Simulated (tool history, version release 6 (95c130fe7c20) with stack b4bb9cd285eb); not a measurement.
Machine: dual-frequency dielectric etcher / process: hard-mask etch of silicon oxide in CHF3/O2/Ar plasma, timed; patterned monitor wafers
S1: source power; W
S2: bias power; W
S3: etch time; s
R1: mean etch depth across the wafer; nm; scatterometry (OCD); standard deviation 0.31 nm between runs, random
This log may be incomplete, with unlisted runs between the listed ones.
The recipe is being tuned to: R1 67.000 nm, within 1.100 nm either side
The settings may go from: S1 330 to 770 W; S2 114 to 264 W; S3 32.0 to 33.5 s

run  hour   S1   S2    S3      R1
  1   0.0  550  189  32.0  61.295
  2   5.5  470  189  32.0  56.586
  3  13.0  470  171  32.0  53.596
  4  19.9  510  171  32.0  56.143
  5  20.5  510  158  32.0  54.222
  6  29.5  530  159  32.0  55.117
  7  37.7  550  160  32.0  56.502
  8  43.8  660  169  32.0  63.887

Below are 5 possible settings for the next run. Only one of them brings all results inside the allowed miss of their targets. Which is it?
  A  49.9  650  170  32.5   ?
  B  49.9  640  156  33.0   ?
  C  49.9  720  159  33.0   ?
  D  49.9  550  174  32.5   ?
  E  49.9  690  176  33.5   ?

move      R1
   A  64.582
   B  62.361
   C  66.830
   D  59.855
   E  69.772
A: closer than the last run, but not yet in spec
B: the biggest miss grows against the last run
C: hits every target within its allowed miss
D: the biggest miss grows against the last run
E: moves the result that the last run missed by most past its target, out the other side
Correct choice: C, which meets every target
